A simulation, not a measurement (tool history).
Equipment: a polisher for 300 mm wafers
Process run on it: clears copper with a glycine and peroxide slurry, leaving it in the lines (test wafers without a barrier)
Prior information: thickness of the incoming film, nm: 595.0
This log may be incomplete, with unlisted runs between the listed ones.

| run | hour | flow of slurry (ml/min) | pressure of the wafer on the pad (psi) | speed of the pad under the wafer (m/s) | overpolish time after the end point (s) | time until the end point was called (s) | dishing of a wide line in a test structure (nm) |
|---|---|---|---|---|---|---|---|
| 1 | 0 | 195 | 2.4 | 0.82 | 16 | 144.57 | 42.378 |
| 2 | 3.9 | 195 | 2.4 | 0.74 | 16 | 150 | 39.837 |
| 3 | 9.3 | 195 | 2.4 | 0.88 | 16 | 135.06 | 42.88 |
| 4 | 11.2 | 195 | 2.2 | 0.88 | 16 | 143.21 | 41.219 |
| 5 | 15.5 | 195 | 2.2 | 0.88 | 15 | 143.18 | 37.963 |
|  | 23.9 | slurry nozzle cleaned |
| 6 | 23.9 | 230 | 2.2 | 0.88 | 15 | 139.45 | 40.397 |
| 7 | 26.5 | 230 | 2.2 | 0.9 | 14 | 137 | 38.426 |
| 8 | 27.4 | 230 | 2.2 | 0.92 | 13 | 132.74 | 36.819 |

What will run 9 give?
| 9 | 30 | 230 | 2.2 | 0.92 | 12 | ? | ? |

{"run 9": {"time until the end point was called (s)": 132.62, "dishing of a wide line in a test structure (nm)": 34.552}}
